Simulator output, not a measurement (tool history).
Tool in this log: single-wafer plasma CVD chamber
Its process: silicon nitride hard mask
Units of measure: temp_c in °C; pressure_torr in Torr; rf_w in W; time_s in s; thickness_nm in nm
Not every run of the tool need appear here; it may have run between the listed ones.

run,hour,temp_c,pressure_torr,rf_w,time_s,thickness_nm
1,0,420,1.59,230,30.5,31.122
2,6.2,420,1.64,230,30.5,31.403
3,11.9,420,1.68,230,30.5,31.498
4,18.7,424,1.68,230,30.5,31.686
# hour 25.6: thermocouple changed; heater temperature recalibrated
5,25.6,414,1.68,230,30.5,31.69
6,28.1,414,1.72,230,30.5,31.899
7,29.6,414,1.76,230,30.5,32.159
8,32.1,414,1.79,230,30.5,32.382

Run 9 is up next; what results do you expect?
9,39,414,1.82,230,30.5,?

Run 9 came out at thickness_nm 32.414 nm.

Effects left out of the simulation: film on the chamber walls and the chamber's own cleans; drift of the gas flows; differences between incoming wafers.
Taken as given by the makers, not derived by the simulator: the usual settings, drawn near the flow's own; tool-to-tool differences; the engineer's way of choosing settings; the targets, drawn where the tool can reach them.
